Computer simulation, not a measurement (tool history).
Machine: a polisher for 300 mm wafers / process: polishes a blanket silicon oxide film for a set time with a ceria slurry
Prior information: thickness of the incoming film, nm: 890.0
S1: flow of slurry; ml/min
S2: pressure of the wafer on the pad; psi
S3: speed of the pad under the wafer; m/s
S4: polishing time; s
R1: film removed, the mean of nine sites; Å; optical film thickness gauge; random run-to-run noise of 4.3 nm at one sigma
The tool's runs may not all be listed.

Run 1, hour 0.0: S1 270 ml/min, S2 3.3 psi, S3 1.04 m/s, S4 94 s. Result: R1 5428.4 Å.
Run 2, hour 8.1: S1 270 ml/min, S2 3.1 psi, S3 1.04 m/s, S4 94 s. Result: R1 5121.7 Å.
Run 3, hour 11.0: S1 270 ml/min, S2 3.0 psi, S3 1.04 m/s, S4 94 s. Result: R1 4972.1 Å.
Run 4, hour 14.1: S1 270 ml/min, S2 3.4 psi, S3 1.04 m/s, S4 94 s. Result: R1 5530.9 Å.
Run 5, hour 15.7: S1 270 ml/min, S2 3.2 psi, S3 1.04 m/s, S4 94 s. Result: R1 5198.8 Å.
Run 6, hour 16.6: S1 270 ml/min, S2 3.1 psi, S3 1.04 m/s, S4 94 s. Result: R1 5093.3 Å.

Run 7 has not been measured yet. What should we expect?
Run 7, hour 17.2: S1 270 ml/min, S2 3.0 psi, S3 1.04 m/s, S4 94 s. Result: R1 ?.

Run 7 produced R1 4960.0 Å.
